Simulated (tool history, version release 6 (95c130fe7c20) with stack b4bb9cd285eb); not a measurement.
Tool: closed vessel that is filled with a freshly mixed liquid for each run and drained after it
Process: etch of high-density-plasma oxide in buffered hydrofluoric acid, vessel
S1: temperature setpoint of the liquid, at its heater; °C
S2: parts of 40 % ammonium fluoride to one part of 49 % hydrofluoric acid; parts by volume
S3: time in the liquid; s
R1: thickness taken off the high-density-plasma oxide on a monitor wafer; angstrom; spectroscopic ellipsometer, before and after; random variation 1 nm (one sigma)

run  hour    S1  S2  S3      R1
  1     0    22  13  85  777.31
  2   8.1  25.5  13  85  942.61
  3   9.9  25.5  13  85  937.51
  4    19  25.5  13  85  937.16
  5  26.4    26  13  85  961.53
  6  28.8  26.5  13  85  1004.3

Run 7 comes next. What will it give?
  7  31.1  27  13  85   ?

Run 7 gave R1 1025.7 angstrom.

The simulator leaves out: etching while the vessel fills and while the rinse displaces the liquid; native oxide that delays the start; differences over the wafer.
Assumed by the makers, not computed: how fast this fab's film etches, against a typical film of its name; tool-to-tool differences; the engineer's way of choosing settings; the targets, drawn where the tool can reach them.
